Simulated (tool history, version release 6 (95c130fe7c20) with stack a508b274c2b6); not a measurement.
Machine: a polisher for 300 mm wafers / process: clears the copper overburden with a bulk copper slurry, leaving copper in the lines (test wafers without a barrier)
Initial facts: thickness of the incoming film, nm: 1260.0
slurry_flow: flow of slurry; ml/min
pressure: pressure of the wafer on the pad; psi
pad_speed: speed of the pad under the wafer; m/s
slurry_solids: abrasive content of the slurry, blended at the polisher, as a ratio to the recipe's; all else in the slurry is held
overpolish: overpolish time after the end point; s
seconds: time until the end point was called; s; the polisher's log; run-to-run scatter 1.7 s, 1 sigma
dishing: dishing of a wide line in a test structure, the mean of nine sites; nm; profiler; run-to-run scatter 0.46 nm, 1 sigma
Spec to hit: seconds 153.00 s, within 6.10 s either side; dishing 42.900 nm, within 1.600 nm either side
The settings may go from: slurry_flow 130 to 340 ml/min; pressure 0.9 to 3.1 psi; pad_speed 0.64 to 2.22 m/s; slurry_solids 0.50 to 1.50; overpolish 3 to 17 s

Run 1, hour 0.0: slurry_flow 220 ml/min, pressure 2.0 psi, pad_speed 1.42 m/s, slurry_solids 1.00, overpolish 9 s. Result: seconds 125.53 s, dishing 53.728 nm.
Run 2, hour 0.9: slurry_flow 220 ml/min, pressure 2.0 psi, pad_speed 1.74 m/s, slurry_solids 1.00, overpolish 9 s. Result: seconds 107.19 s, dishing 60.137 nm.
Run 3, hour 4.5: slurry_flow 220 ml/min, pressure 1.9 psi, pad_speed 1.74 m/s, slurry_solids 1.00, overpolish 9 s. Result: seconds 111.44 s, dishing 57.840 nm.
Run 4, hour 11.6: slurry_flow 220 ml/min, pressure 1.9 psi, pad_speed 1.74 m/s, slurry_solids 1.15, overpolish 9 s. Result: seconds 108.59 s, dishing 59.586 nm.
Run 5, hour 13.5: slurry_flow 220 ml/min, pressure 1.9 psi, pad_speed 1.74 m/s, slurry_solids 1.25, overpolish 9 s. Result: seconds 109.42 s, dishing 59.294 nm.
Run 6, hour 20.8: slurry_flow 220 ml/min, pressure 1.8 psi, pad_speed 1.74 m/s, slurry_solids 1.25, overpolish 9 s. Result: seconds 114.48 s, dishing 58.024 nm.
Run 7, hour 26.4: slurry_flow 220 ml/min, pressure 1.7 psi, pad_speed 1.74 m/s, slurry_solids 1.25, overpolish 9 s. Result: seconds 117.30 s, dishing 54.611 nm.
Run 8, hour 35.2: slurry_flow 220 ml/min, pressure 1.6 psi, pad_speed 1.74 m/s, slurry_solids 1.25, overpolish 9 s. Result: seconds 126.90 s, dishing 51.311 nm.
Run 9, hour 38.4: slurry_flow 220 ml/min, pressure 1.5 psi, pad_speed 1.74 m/s, slurry_solids 1.25, overpolish 9 s. Result: seconds 132.18 s, dishing 48.799 nm.

Exercise: of the 5 proposed moves below, exactly one satisfies all targets within the stated allowed misses. Which move is it?
Run A, hour 41.6: slurry_flow 200 ml/min, pressure 1.6 psi, pad_speed 1.80 m/s, slurry_solids 1.35, overpolish 8 s. Result: seconds ?, dishing ?.
Run B, hour 41.6: slurry_flow 255 ml/min, pressure 1.3 psi, pad_speed 1.82 m/s, slurry_solids 1.25, overpolish 10 s. Result: seconds ?, dishing ?.
Run C, hour 41.6: slurry_flow 180 ml/min, pressure 1.8 psi, pad_speed 1.32 m/s, slurry_solids 1.20, overpolish 12 s. Result: seconds ?, dishing ?.
Run D, hour 41.6: slurry_flow 225 ml/min, pressure 1.2 psi, pad_speed 1.92 m/s, slurry_solids 1.20, overpolish 9 s. Result: seconds ?, dishing ?.
Run E, hour 41.6: slurry_flow 195 ml/min, pressure 1.8 psi, pad_speed 1.72 m/s, slurry_solids 1.20, overpolish 9 s. Result: seconds ?, dishing ?.

move  seconds  dishing
   A   121.68   49.353
   B   145.11   49.817
   C   144.59   59.422
   D   153.65   43.747
   E   116.16   56.542
A: its largest miss is bigger than the last run's
B: its largest miss is bigger than the last run's
C: its largest miss is bigger than the last run's
D: all results land within tolerance of their targets
E: its largest miss is bigger than the last run's
So the answer is move D, the one that meets all the targets.

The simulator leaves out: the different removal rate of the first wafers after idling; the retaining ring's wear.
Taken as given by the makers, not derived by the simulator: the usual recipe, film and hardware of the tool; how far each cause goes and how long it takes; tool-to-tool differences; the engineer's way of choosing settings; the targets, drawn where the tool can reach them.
